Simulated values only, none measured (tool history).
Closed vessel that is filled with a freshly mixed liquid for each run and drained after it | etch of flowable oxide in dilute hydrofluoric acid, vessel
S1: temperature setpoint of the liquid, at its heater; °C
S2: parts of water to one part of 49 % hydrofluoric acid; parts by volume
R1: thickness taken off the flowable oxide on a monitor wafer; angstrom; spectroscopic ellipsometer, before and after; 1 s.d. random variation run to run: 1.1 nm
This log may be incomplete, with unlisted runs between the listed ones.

Run 1, day 0: S1 23 °C, S2 150 parts by volume, time in the liquid (s) 85. Result: R1 269.08 angstrom.
Run 2, day 0.171: S1 23 °C, S2 105 parts by volume, time in the liquid (s) 85. Result: R1 397.14 angstrom.
Run 3, day 0.321: S1 23 °C, S2 70 parts by volume, time in the liquid (s) 85. Result: R1 619.65 angstrom.
Run 4, day 0.388: S1 23 °C, S2 50 parts by volume, time in the liquid (s) 85. Result: R1 910.78 angstrom.
Run 5, day 0.625: S1 24 °C, S2 50 parts by volume, time in the liquid (s) 85. Result: R1 947.34 angstrom.
Run 6, day 0.975: S1 24.5 °C, S2 50 parts by volume, time in the liquid (s) 85. Result: R1 967.42 angstrom.
Run 7, day 1.342: S1 25 °C, S2 50 parts by volume, time in the liquid (s) 85. Result: R1 971.12 angstrom.
Run 8, day 1.646: S1 28 °C, S2 45 parts by volume, time in the liquid (s) 85. Result: R1 1241.6 angstrom.
Run 9, day 1.817: S1 27.5 °C, S2 45 parts by volume, time in the liquid (s) 85. Result: R1 1233.6 angstrom.
Run 10, day 2.133: S1 23.5 °C, S2 50 parts by volume, time in the liquid (s) 85. Result: R1 922.55 angstrom.
Run 11, day 2.383: S1 24.5 °C, S2 50 parts by volume, time in the liquid (s) 85. Result: R1 963.87 angstrom.
Run 12, day 2.521: S1 25 °C, S2 50 parts by volume, time in the liquid (s) 85. Result: R1 972.88 angstrom.

Run 13 has not been measured yet. What should we expect?
Run 13, day 2.779: S1 25.5 °C, S2 50 parts by volume, time in the liquid (s) 85. Result: R1 ?.

R1: 1019.5 angstrom

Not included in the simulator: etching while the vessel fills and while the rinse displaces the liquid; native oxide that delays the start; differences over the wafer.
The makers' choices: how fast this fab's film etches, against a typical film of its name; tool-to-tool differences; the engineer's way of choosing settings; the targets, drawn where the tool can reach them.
